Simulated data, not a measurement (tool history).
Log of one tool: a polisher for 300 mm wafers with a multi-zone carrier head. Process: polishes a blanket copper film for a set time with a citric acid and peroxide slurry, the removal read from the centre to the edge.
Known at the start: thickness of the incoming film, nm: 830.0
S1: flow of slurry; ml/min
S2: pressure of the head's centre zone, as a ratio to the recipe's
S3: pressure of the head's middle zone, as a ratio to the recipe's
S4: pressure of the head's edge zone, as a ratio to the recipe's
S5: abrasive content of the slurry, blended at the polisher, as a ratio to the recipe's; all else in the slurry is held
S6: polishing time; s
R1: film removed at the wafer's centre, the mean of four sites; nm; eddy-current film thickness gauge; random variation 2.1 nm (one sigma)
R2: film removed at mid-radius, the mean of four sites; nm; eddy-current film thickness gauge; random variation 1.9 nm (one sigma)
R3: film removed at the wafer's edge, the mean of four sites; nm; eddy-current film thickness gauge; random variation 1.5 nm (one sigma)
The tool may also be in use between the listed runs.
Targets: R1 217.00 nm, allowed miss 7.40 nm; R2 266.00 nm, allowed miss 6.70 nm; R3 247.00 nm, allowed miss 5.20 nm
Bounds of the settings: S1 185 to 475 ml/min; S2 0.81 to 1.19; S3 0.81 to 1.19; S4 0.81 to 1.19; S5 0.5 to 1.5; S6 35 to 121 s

{"run": 1, "hour": 0.0, "S1": 305, "S2": 1.0, "S3": 1.0, "S4": 1.0, "S5": 1.0, "S6": 78, "R1": 237.29, "R2": 237.32, "R3": 236.04}
{"run": 2, "hour": 2.4, "S1": 315, "S2": 0.97, "S3": 1.03, "S4": 1.02, "S5": 1.0, "S6": 78, "R1": 229.01, "R2": 241.54, "R3": 238.06}
{"run": 3, "hour": 8.9, "S1": 325, "S2": 0.95, "S3": 1.06, "S4": 1.03, "S5": 1.0, "S6": 78, "R1": 225.29, "R2": 247.99, "R3": 239.59}
{"run": 4, "hour": 17.5, "S1": 325, "S2": 0.95, "S3": 1.06, "S4": 1.03, "S5": 0.9, "S6": 78, "R1": 218.71, "R2": 241.16, "R3": 231.73}
{"run": 5, "hour": 20.0, "S1": 325, "S2": 0.95, "S3": 1.13, "S4": 1.03, "S5": 0.9, "S6": 78, "R1": 222.43, "R2": 252.31, "R3": 232.32}
{"run": 6, "hour": 26.4, "S1": 325, "S2": 0.99, "S3": 1.13, "S4": 1.03, "S5": 0.9, "S6": 78, "R1": 229.37, "R2": 256.7, "R3": 231.9}
{"run": 7, "hour": 35.3, "S1": 330, "S2": 0.97, "S3": 1.14, "S4": 1.06, "S5": 0.9, "S6": 78, "R1": 226.64, "R2": 257.94, "R3": 236.71}
{"run": 8, "hour": 42.8, "S1": 335, "S2": 0.96, "S3": 1.15, "S4": 1.08, "S5": 0.9, "S6": 78, "R1": 221.9, "R2": 258.93, "R3": 236.3}

Which of these 5 next moves meets every target?
{"run": "A", "hour": 50.3, "S1": 380, "S2": 0.88, "S3": 1.19, "S4": 1.17, "S5": 1.0, "S6": 75, "R1": "?", "R2": "?", "R3": "?"}
{"run": "B", "hour": 50.3, "S1": 355, "S2": 0.86, "S3": 1.07, "S4": 0.98, "S5": 1.0, "S6": 82, "R1": "?", "R2": "?", "R3": "?"}
{"run": "C", "hour": 50.3, "S1": 245, "S2": 0.99, "S3": 1.06, "S4": 1.18, "S5": 0.7, "S6": 89, "R1": "?", "R2": "?", "R3": "?"}
{"run": "D", "hour": 50.3, "S1": 370, "S2": 0.96, "S3": 1.02, "S4": 1.14, "S5": 1.0, "S6": 80, "R1": "?", "R2": "?", "R3": "?"}
{"run": "E", "hour": 50.3, "S1": 285, "S2": 1.07, "S3": 1.17, "S4": 0.99, "S5": 1.0, "S6": 73, "R1": "?", "R2": "?", "R3": "?"}

move=A R1=206.25 R2=265.90 R3=246.17
move=B R1=218.76 R2=263.91 R3=246.09
move=C R1=235.32 R2=245.24 R3=255.28
move=D R1=239.31 R2=247.90 R3=259.29
move=E R1=237.07 R2=247.90 R3=216.19
A: brings the result that was furthest off to its target, and leaves another outside
B: meets every target
C: takes the result that was furthest off past its target
D: takes the result that was furthest off past its target
E: further off than the last run
Move B is the one to make.
